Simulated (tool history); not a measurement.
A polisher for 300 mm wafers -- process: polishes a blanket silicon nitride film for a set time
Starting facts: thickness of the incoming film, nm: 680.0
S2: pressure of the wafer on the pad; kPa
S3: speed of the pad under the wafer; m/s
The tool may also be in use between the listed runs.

Run 1, hour 0: flow of slurry (ml/min) 315, S2 27.6 kPa, S3 0.84 m/s, polishing time (s) 86. Result: film removed (angstrom) 1200.
Run 2, hour 3: flow of slurry (ml/min) 315, S2 31.7 kPa, S3 0.84 m/s, polishing time (s) 86. Result: film removed (angstrom) 1384.3.
Run 3, hour 5: flow of slurry (ml/min) 315, S2 29 kPa, S3 0.8 m/s, polishing time (s) 86. Result: film removed (angstrom) 1215.8.
Run 4, hour 9: flow of slurry (ml/min) 315, S2 26.9 kPa, S3 0.76 m/s, polishing time (s) 86. Result: film removed (angstrom) 1083.4.
Run 5, hour 14.9: flow of slurry (ml/min) 280, S2 26.9 kPa, S3 0.76 m/s, polishing time (s) 86. Result: film removed (angstrom) 1087.
Run 6, hour 19.2: flow of slurry (ml/min) 335, S2 26.9 kPa, S3 0.76 m/s, polishing time (s) 86. Result: film removed (angstrom) 1097.3.
Run 7, hour 25.8: flow of slurry (ml/min) 335, S2 24.8 kPa, S3 0.72 m/s, polishing time (s) 86. Result: film removed (angstrom) 968.37.
Run 8, hour 34.3: flow of slurry (ml/min) 335, S2 23.4 kPa, S3 0.7 m/s, polishing time (s) 86. Result: film removed (angstrom) 893.91.
Run 9, hour 35.5: flow of slurry (ml/min) 335, S2 22.1 kPa, S3 0.68 m/s, polishing time (s) 86. Result: film removed (angstrom) 841.07.
Run 10, hour 39.6: flow of slurry (ml/min) 335, S2 20.7 kPa, S3 0.66 m/s, polishing time (s) 86. Result: film removed (angstrom) 769.44.
Run 11, hour 44.6: flow of slurry (ml/min) 335, S2 20 kPa, S3 0.66 m/s, polishing time (s) 86. Result: film removed (angstrom) 735.53.
Run 12, hour 52.5: flow of slurry (ml/min) 335, S2 19.3 kPa, S3 0.66 m/s, polishing time (s) 86. Result: film removed (angstrom) 731.85.
Run 13, hour 53.7: flow of slurry (ml/min) 330, S2 12.4 kPa, S3 0.52 m/s, polishing time (s) 86. Result: film removed (angstrom) 384.1.
Run 14, hour 58.6: flow of slurry (ml/min) 345, S2 12.4 kPa, S3 0.52 m/s, polishing time (s) 86. Result: film removed (angstrom) 390.05.

Estimate the outcome of run 15 from the log above:
Run 15, hour 60.4: flow of slurry (ml/min) 350, S2 13.1 kPa, S3 0.52 m/s, polishing time (s) 86. Result: film removed (angstrom) ?.

{"run 15": {"film removed (angstrom)": 412.45}}
